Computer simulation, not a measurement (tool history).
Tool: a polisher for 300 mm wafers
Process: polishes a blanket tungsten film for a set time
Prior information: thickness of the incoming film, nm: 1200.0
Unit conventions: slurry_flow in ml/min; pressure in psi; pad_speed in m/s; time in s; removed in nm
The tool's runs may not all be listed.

run,day,slurry_flow,pressure,pad_speed,slurry_solids,time,removed
1,0.000,275,2.8,0.86,1.00,68,216.12
2,0.254,275,2.7,0.84,1.00,68,200.55
3,0.583,275,3.1,0.84,1.00,68,230.01
4,0.700,275,3.1,0.84,1.00,71,243.67
5,1.029,275,3.1,0.84,0.90,71,236.59
6,1.083,275,3.1,0.84,1.00,71,242.94
7,1.212,275,2.3,0.60,0.95,70,137.53
8,1.571,275,2.2,0.60,0.95,70,131.61

Expected results for the next run?
9,1.696,275,2.1,0.60,0.95,70,?

{"run 9": {"removed": 125.74}}

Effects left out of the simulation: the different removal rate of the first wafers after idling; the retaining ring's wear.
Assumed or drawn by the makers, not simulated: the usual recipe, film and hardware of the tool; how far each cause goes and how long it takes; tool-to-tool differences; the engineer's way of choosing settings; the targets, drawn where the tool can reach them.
